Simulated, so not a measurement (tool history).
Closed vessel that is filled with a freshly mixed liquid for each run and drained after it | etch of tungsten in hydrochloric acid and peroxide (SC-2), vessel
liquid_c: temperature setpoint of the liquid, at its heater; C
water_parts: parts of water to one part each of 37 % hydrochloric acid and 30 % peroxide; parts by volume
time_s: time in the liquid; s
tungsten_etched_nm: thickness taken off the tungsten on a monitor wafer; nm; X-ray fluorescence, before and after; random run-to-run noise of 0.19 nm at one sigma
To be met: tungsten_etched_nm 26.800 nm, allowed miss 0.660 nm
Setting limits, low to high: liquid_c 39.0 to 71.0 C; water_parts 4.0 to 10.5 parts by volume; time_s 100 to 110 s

Run 1, hour 0.0: liquid_c 55.0 C, water_parts 5.5 parts by volume, time_s 100 s. Result: tungsten_etched_nm 41.091 nm.
Run 2, hour 5.6: liquid_c 53.5 C, water_parts 5.5 parts by volume, time_s 100 s. Result: tungsten_etched_nm 36.753 nm.
Run 3, hour 10.7: liquid_c 53.5 C, water_parts 5.5 parts by volume, time_s 100 s. Result: tungsten_etched_nm 36.642 nm.
Run 4, hour 17.4: liquid_c 53.5 C, water_parts 5.5 parts by volume, time_s 100 s. Result: tungsten_etched_nm 36.916 nm.
Run 5, hour 25.9: liquid_c 53.5 C, water_parts 4.5 parts by volume, time_s 100 s. Result: tungsten_etched_nm 42.303 nm.
Run 6, hour 29.8: liquid_c 53.5 C, water_parts 4.5 parts by volume, time_s 110 s. Result: tungsten_etched_nm 46.910 nm.
Run 7, hour 31.6: liquid_c 51.5 C, water_parts 4.5 parts by volume, time_s 110 s. Result: tungsten_etched_nm 40.852 nm.
Run 8, hour 40.5: liquid_c 50.0 C, water_parts 4.5 parts by volume, time_s 110 s. Result: tungsten_etched_nm 36.991 nm.
Run 9, hour 46.4: liquid_c 49.0 C, water_parts 4.5 parts by volume, time_s 110 s. Result: tungsten_etched_nm 35.013 nm.
Run 10, hour 48.2: liquid_c 48.0 C, water_parts 4.5 parts by volume, time_s 110 s. Result: tungsten_etched_nm 32.505 nm.
Run 11, hour 51.7: liquid_c 47.5 C, water_parts 4.5 parts by volume, time_s 110 s. Result: tungsten_etched_nm 31.397 nm.

Exercise: of the 5 proposed moves below, exactly one satisfies all targets within the stated allowed misses. Which move is it?
Run A, hour 55.2: liquid_c 44.5 C, water_parts 5.0 parts by volume, time_s 110 s. Result: tungsten_etched_nm ?.
Run B, hour 55.2: liquid_c 44.0 C, water_parts 4.0 parts by volume, time_s 110 s. Result: tungsten_etched_nm ?.
Run C, hour 55.2: liquid_c 47.0 C, water_parts 5.0 parts by volume, time_s 110 s. Result: tungsten_etched_nm ?.
Run D, hour 55.2: liquid_c 47.5 C, water_parts 4.0 parts by volume, time_s 110 s. Result: tungsten_etched_nm ?.
Run E, hour 55.2: liquid_c 45.0 C, water_parts 4.0 parts by volume, time_s 110 s. Result: tungsten_etched_nm ?.

move  tungsten_etched_nm
   A              23.780
   B              26.801
   C              28.220
   D              34.059
   E              28.716
A: moves the result that the last run missed by most past its target, out the other side
B: hits every target within its allowed miss
C: moves toward the targets from the last run without getting all of them in spec
D: further off than the last run
E: moves toward the targets from the last run without getting all of them in spec
The right move is B.
